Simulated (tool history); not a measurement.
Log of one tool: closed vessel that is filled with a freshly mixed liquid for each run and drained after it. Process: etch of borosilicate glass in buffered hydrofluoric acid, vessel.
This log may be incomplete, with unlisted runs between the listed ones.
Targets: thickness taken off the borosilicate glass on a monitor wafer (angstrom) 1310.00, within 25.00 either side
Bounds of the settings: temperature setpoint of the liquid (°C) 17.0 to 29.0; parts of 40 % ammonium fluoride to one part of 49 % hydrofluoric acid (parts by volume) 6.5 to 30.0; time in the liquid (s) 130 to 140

run,hour,temperature setpoint of the liquid (°C),parts of 40 % ammonium fluoride to one part of 49 % hydrofluoric acid (parts by volume),time in the liquid (s),thickness taken off the borosilicate glass on a monitor wafer (angstrom)
1,0.0,21.0,19.5,130,738.92
2,1.1,21.0,24.5,130,619.42
3,5.3,22.0,23.5,130,683.05
4,10.2,20.0,23.5,130,607.11
5,19.0,20.0,25.5,130,577.44
6,21.7,21.0,24.0,130,635.26
7,30.4,22.0,23.0,130,694.23
8,38.0,22.0,23.0,130,690.82
9,42.6,23.0,22.0,130,750.96
10,44.6,24.0,21.0,130,814.90
11,51.3,24.5,20.0,130,878.06
12,53.1,25.0,19.5,130,917.29
13,60.1,25.5,19.0,130,961.77
14,68.3,26.0,18.5,130,1012.80
15,75.6,29.0,16.0,130,1380.10

Which one of the following 5 next-run settings gets every result inside its allowed miss? There is exactly one.
A,82.9,28.0,16.5,135,?
B,82.9,28.5,15.0,135,?
C,82.9,28.5,14.5,130,?
D,82.9,29.0,16.0,140,?
E,82.9,29.0,15.5,130,?

move,thickness taken off the borosilicate glass on a monitor wafer (angstrom)
A,1313.50
B,1481.50
C,1475.20
D,1479.70
E,1417.70
A: meets every target
B: lands further from the targets than the last run did
C: lands further from the targets than the last run did
D: lands further from the targets than the last run did
E: lands further from the targets than the last run did
The move that meets every target is A.
